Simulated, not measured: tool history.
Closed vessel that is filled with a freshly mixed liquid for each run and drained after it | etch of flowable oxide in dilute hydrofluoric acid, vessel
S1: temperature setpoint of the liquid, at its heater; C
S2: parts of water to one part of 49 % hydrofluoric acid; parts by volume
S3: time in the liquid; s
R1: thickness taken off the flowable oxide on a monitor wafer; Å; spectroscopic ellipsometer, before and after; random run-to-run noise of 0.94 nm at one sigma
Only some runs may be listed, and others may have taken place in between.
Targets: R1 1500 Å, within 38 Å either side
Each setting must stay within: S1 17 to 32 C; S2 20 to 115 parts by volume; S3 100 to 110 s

run	day	S1	S2	S3	R1
1	0	24	65	100	709.07
2	0.254	25	60	100	808.33
3	0.5	26	55	100	920.88
4	0.654	26	45	100	1145.8
5	0.917	26	65	100	777.69
6	1.175	26	65	110	849.55
7	1.533	27	60	110	954.11
8	1.854	31	40	110	1749.5
9	2.179	30.5	40	110	1717.8
10	2.442	30	40	110	1661.3
11	2.575	29.5	40	110	1649.2
12	2.862	29	40	110	1598.6
13	3.071	28	40	110	1546.2

Below are 4 possible settings for the next run. Only one of them brings all results inside the allowed miss of their targets. Which is it?
A	3.279	28.5	40	100	?
B	3.279	28	40	100	?
C	3.279	26	40	110	?
D	3.279	27.5	40	110	?

move	R1
A	1445.8
B	1417
C	1437.3
D	1527.6
A: the result that was furthest off in the last run now lies on the other side of its target
B: the result that was furthest off in the last run now lies on the other side of its target
C: the result that was furthest off in the last run now lies on the other side of its target
D: hits every target within its allowed miss
Answer: D
